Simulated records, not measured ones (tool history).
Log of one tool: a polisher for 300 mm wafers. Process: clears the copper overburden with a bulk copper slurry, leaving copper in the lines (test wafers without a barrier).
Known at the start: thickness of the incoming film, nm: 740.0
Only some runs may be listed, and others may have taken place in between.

run  hour  flow of slurry (ml/min)  pressure of the wafer on the pad (psi)  speed of the pad under the wafer (m/s)  abrasive content of the slurry  overpolish time after the end point (s)  time until the end point was called (s)  dishing of a wide line in a test structure (angstrom)
  1   0.0                      180                                     1.9                                    0.98                            1.00                                       11                                   141.05                                                 313.96
  2   7.2                      180                                     1.8                                    1.02                            1.00                                        9                                   138.32                                                 275.86
  3  12.0                      180                                     1.7                                    1.04                            1.00                                        8                                   142.66                                                 256.06
  4  14.6                      180                                     1.6                                    1.06                            1.00                                        7                                   149.40                                                 224.36
  5  17.7                      180                                     1.6                                    1.06                            0.85                                        7                                   150.54                                                 216.27
  6  23.2                      180                                     1.6                                    0.86                            0.85                                        7                                   185.24                                                 186.19
  7  31.7                      180                                     1.7                                    0.86                            0.80                                        6                                   177.31                                                 170.22

Predict the results of run 8:
     35.2  -- head pressure recalibrated
  8  35.2                      180                                     1.8                                    0.86                            0.80                                        6                                        ?                                                      ?

Run 8 came out at time until the end point was called (s) 183.07, dishing of a wide line in a test structure (angstrom) 175.04.

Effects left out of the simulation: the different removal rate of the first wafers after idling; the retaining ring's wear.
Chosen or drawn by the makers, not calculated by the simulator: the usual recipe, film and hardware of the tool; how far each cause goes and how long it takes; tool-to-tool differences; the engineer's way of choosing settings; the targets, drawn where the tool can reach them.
